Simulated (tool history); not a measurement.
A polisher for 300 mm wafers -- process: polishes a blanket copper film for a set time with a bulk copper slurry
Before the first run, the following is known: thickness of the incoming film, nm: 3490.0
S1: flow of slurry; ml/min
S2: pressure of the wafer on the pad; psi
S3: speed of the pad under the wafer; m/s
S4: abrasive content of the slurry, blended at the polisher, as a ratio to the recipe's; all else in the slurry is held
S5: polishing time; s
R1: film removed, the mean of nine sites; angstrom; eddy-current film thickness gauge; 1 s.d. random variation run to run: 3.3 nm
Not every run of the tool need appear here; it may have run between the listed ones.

run	hour	S1	S2	S3	S4	S5	R1
1	0.0	285	2.1	1.16	1.0	62	5344.5
2	2.0	285	1.9	1.12	1.0	62	4859.6
3	4.0	285	1.9	1.30	1.0	62	5570.8
4	4.5	285	2.3	1.30	1.0	62	6354.2
5	13.3	285	2.1	1.22	1.0	62	5699.8
6	16.0	285	1.9	1.16	1.0	62	5059.0
7	17.6	285	1.8	1.08	1.0	62	4503.6

Run 8 is up next; what results do you expect?
8	21.1	285	1.7	1.04	1.0	62	?

Run 8 measured R1 4077.8 angstrom.

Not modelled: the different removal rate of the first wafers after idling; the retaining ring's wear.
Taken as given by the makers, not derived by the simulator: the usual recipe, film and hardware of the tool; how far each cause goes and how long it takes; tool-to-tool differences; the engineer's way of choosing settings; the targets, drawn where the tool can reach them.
